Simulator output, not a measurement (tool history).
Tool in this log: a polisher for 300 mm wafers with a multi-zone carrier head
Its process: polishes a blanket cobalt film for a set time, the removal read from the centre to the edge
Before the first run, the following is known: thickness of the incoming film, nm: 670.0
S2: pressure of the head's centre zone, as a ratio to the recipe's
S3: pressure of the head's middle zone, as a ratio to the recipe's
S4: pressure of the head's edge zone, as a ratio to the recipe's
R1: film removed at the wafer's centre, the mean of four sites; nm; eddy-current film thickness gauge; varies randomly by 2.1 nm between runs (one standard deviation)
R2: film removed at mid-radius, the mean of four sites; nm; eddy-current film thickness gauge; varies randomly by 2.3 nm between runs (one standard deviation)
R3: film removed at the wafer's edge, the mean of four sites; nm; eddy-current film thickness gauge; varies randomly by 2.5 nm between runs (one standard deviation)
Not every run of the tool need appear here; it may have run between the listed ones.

{"run": 1, "hour": 0.0, "flow of slurry (ml/min)": 140, "S2": 1, "S3": 1, "S4": 1, "polishing time (s)": 54, "R1": 214.24, "R2": 215.83, "R3": 208.02}
{"run": 2, "hour": 1.0, "flow of slurry (ml/min)": 145, "S2": 1, "S3": 1, "S4": 1.02, "polishing time (s)": 55, "R1": 218.36, "R2": 225.45, "R3": 211.84}
{"run": 3, "hour": 7.1, "flow of slurry (ml/min)": 145, "S2": 1, "S3": 0.99, "S4": 1.03, "polishing time (s)": 56, "R1": 222.79, "R2": 228.71, "R3": 215.41}
{"run": 4, "hour": 11.1, "flow of slurry (ml/min)": 145, "S2": 1, "S3": 0.92, "S4": 1.03, "polishing time (s)": 56, "R1": 224.38, "R2": 216.85, "R3": 214.95}
{"run": 5, "hour": 14.4, "flow of slurry (ml/min)": 145, "S2": 1, "S3": 0.91, "S4": 1.04, "polishing time (s)": 57, "R1": 228.16, "R2": 218.7, "R3": 221.58}
{"run": 6, "hour": 22.5, "flow of slurry (ml/min)": 145, "S2": 1, "S3": 0.9, "S4": 1.05, "polishing time (s)": 58, "R1": 228.08, "R2": 220.59, "R3": 226.28}
{"run": 7, "hour": 29.8, "flow of slurry (ml/min)": 150, "S2": 1.01, "S3": 0.9, "S4": 1.06, "polishing time (s)": 59, "R1": 241.45, "R2": 230.42, "R3": 232.4}
{"run": 8, "hour": 37.2, "flow of slurry (ml/min)": 150, "S2": 1.01, "S3": 0.89, "S4": 1.07, "polishing time (s)": 60, "R1": 244.01, "R2": 231.89, "R3": 238.16}
{"run": 9, "hour": 38.3, "flow of slurry (ml/min)": 155, "S2": 1.01, "S3": 0.88, "S4": 1.08, "polishing time (s)": 60, "R1": 247.85, "R2": 226.63, "R3": 239.34}
{"run": 10, "hour": 44.5, "flow of slurry (ml/min)": 160, "S2": 1.01, "S3": 0.89, "S4": 1.09, "polishing time (s)": 60, "R1": 247.76, "R2": 235.52, "R3": 237.47}
{"run": 11, "hour": 49.7, "flow of slurry (ml/min)": 160, "S2": 1.01, "S3": 0.89, "S4": 1.09, "polishing time (s)": 61, "R1": 250.05, "R2": 237.59, "R3": 242.53}
{"run": 12, "hour": 53.2, "flow of slurry (ml/min)": 160, "S2": 1.01, "S3": 0.89, "S4": 1.1, "polishing time (s)": 62, "R1": 256.78, "R2": 241.62, "R3": 250.8}
{"run": 13, "hour": 57.1, "flow of slurry (ml/min)": 160, "S2": 1.01, "S3": 0.89, "S4": 1.11, "polishing time (s)": 62, "R1": 255.38, "R2": 239.22, "R3": 249.51}

Estimate the outcome of run 14 from the log above:
{"run": 14, "hour": 61.0, "flow of slurry (ml/min)": 160, "S2": 1.01, "S3": 0.89, "S4": 1.12, "polishing time (s)": 62, "R1": "?", "R2": "?", "R3": "?"}

R1: 255.24 nm
R2: 239.64 nm
R3: 252.44 nm
